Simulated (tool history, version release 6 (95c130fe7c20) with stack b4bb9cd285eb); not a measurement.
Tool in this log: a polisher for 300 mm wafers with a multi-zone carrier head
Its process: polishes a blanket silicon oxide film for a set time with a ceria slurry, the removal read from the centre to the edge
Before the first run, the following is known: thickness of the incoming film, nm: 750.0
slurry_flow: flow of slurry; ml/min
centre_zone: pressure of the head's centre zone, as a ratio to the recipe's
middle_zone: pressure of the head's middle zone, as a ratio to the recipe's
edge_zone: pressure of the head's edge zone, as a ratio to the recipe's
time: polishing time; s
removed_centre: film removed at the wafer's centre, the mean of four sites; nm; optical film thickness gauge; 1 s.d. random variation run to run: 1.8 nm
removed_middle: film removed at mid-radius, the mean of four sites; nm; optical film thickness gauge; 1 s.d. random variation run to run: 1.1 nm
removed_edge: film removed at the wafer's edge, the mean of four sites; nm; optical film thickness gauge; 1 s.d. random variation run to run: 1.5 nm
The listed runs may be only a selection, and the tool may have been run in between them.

run 1 day=0 | slurry_flow=205 centre_zone=1 middle_zone=1 edge_zone=1 time=49 | removed_centre=289.29 removed_middle=289.8 removed_edge=277.24
run 2 day=0.058 | slurry_flow=195 centre_zone=1.01 middle_zone=0.95 edge_zone=0.97 time=42 | removed_centre=243.79 removed_middle=235.33 removed_edge=233.63
run 3 day=0.312 | slurry_flow=195 centre_zone=1.01 middle_zone=0.95 edge_zone=0.97 time=30 | removed_centre=175.41 removed_middle=164.85 removed_edge=166.77
run 4 day=0.4 | slurry_flow=195 centre_zone=1.01 middle_zone=0.95 edge_zone=0.97 time=22 | removed_centre=130.88 removed_middle=121.66 removed_edge=122.2
run 5 day=0.696 | slurry_flow=200 centre_zone=1.04 middle_zone=0.94 edge_zone=0.98 time=24 | removed_centre=143.71 removed_middle=132.39 removed_edge=133.48
run 6 day=0.738 | slurry_flow=200 centre_zone=1.07 middle_zone=0.91 edge_zone=0.97 time=25 | removed_centre=150.31 removed_middle=134.41 removed_edge=140.49
run 7 day=1.088 | slurry_flow=210 centre_zone=1.1 middle_zone=0.89 edge_zone=0.94 time=26 | removed_centre=161.07 removed_middle=138.39 removed_edge=143.98
run 8 day=1.279 | slurry_flow=210 centre_zone=1.1 middle_zone=0.89 edge_zone=0.94 time=26 | removed_centre=163.69 removed_middle=137.68 removed_edge=144.1
run 9 day=1.35 | slurry_flow=220 centre_zone=1.11 middle_zone=0.89 edge_zone=0.95 time=26 | removed_centre=164.22 removed_middle=140.1 removed_edge=143.4

For run 10, what comes out?
run 10 day=1.475 | slurry_flow=225 centre_zone=1.17 middle_zone=0.86 edge_zone=1.05 time=29 | removed_centre=? removed_middle=? removed_edge=?

removed_centre: 194.94 nm
removed_middle: 150.71 nm
removed_edge: 165.87 nm
